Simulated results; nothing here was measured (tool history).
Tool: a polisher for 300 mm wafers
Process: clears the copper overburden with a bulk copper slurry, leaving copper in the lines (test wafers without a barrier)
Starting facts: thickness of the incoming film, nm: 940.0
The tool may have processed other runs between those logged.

run  hour  flow of slurry (ml/min)  pressure of the wafer on the pad (kPa)  speed of the pad under the wafer (m/s)  abrasive content of the slurry  overpolish time after the end point (s)  time until the end point was called (s)  dishing of a wide line in a test structure (Å)
  1     0                      190                                    18.6                                     1.3                               1                                       11                                   87.299                                          413.19
  2   7.3                      190                                    19.3                                    1.32                               1                                       11                                   83.843                                          429.11
  3   9.2                      190                                      20                                    1.34                               1                                       10                                   80.134                                          426.74
  4  16.1                      190                                      20                                    1.34                             0.9                                       10                                   83.144                                          418.94
  5  22.2                      190                                    20.7                                    1.38                             0.9                                       10                                   78.129                                          431.34
     29.6  -- slurry nozzle cleaned
  6  29.6                      190                                    21.4                                     1.4                             0.9                                        9                                   72.658                                          418.67
  7  37.7                      190                                    22.1                                    1.42                             0.9                                        9                                   69.375                                          441.18
  8    46                      190                                    22.8                                    1.44                             0.9                                        9                                    66.14                                          438.52

For run 9, what comes out?
  9  53.6                      190                                    23.4                                    1.46                             0.9                                        9                                        ?                                               ?

{"run 9": {"time until the end point was called (s)": 62.502, "dishing of a wide line in a test structure (Å)": 431.06}}

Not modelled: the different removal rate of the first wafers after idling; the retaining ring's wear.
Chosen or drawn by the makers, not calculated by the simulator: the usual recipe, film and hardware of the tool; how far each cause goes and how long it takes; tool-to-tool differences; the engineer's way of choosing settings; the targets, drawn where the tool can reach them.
